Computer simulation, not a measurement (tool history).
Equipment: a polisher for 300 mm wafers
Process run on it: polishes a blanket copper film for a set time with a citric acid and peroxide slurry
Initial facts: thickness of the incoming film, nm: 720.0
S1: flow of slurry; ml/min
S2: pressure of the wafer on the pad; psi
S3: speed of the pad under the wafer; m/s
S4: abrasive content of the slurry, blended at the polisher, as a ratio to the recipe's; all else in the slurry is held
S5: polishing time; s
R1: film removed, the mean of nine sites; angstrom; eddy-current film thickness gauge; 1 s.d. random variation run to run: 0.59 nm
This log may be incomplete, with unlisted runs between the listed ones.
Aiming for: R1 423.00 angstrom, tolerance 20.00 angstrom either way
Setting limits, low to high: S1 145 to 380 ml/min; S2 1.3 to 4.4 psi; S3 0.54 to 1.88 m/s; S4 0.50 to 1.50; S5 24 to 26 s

run  hour   S1   S2    S3    S4  S5      R1
  1   0.0  245  2.8  1.20  1.00  26  622.88
  2   2.4  245  2.5  1.20  1.00  26  552.91
  3   3.4  190  2.5  1.20  1.00  26  535.19
  4   9.1  145  2.5  1.20  1.00  26  500.42
  5  13.8  145  2.5  1.20  0.80  26  467.11
     20.0  -- slurry nozzle cleaned
  6  20.0  145  2.5  1.20  0.80  26  496.23
  7  26.3  145  2.4  1.20  0.80  26  462.29
  8  34.6  145  2.3  1.20  0.80  26  453.28

Of the 4 settings listed for the next run, only one would bring every result within its allowed miss of target. Which one?
  A  42.9  210  2.1  1.42  0.70  26   ?
  B  42.9  145  3.2  0.76  1.00  26   ?
  C  42.9  150  2.4  1.22  0.75  26   ?
  D  42.9  155  2.0  1.38  0.85  26   ?

move      R1
   A  510.78
   B  429.10
   C  480.99
   D  472.15
A: moves away from the targets compared with the last run
B: meets every target
C: moves away from the targets compared with the last run
D: moves away from the targets compared with the last run
So the answer is move B, the one that meets all the targets.
